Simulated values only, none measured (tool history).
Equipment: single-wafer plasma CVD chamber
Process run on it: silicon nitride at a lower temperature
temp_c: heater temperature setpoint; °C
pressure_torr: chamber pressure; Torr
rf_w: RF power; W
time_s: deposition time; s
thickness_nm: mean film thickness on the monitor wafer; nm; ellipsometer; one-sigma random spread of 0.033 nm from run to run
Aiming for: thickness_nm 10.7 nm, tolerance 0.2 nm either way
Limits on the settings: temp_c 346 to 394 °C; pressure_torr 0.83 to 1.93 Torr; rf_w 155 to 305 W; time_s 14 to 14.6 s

run	day	temp_c	pressure_torr	rf_w	time_s	thickness_nm
1	0	370	1.38	230	14.6	12.947
2	0.321	370	1.38	210	14.6	12.113
3	0.475	363	1.38	210	14.6	12.035
4	0.55	363	1.29	210	14.6	11.864
5	0.883	363	1.22	205	14.6	11.506
6	1.229	363	1.16	205	14.6	11.404
7	1.296	363	1.11	205	14.6	11.21
8	1.412	363	1.07	205	14.6	11.091
9	1.554	363	1.04	205	14.6	11.058
10	1.746	363	1.01	205	14.6	10.979
11	1.812	363	0.99	205	14.6	10.94

Consider the 4 candidate settings below. Which is the only one whose results all fall within their allowed miss of target?
A	1.879	362	1.02	200	14.5	?
B	1.879	362	0.95	195	14.1	?
C	1.879	374	0.84	195	14.6	?
D	1.879	368	0.91	200	14.4	?

move	thickness_nm
A	10.695
B	10.029
C	10.008
D	10.291
A: in spec on every target
B: takes the biggest miss from the last run beyond its target
C: takes the biggest miss from the last run beyond its target
D: takes the biggest miss from the last run beyond its target
Go with A: it meets all targets.

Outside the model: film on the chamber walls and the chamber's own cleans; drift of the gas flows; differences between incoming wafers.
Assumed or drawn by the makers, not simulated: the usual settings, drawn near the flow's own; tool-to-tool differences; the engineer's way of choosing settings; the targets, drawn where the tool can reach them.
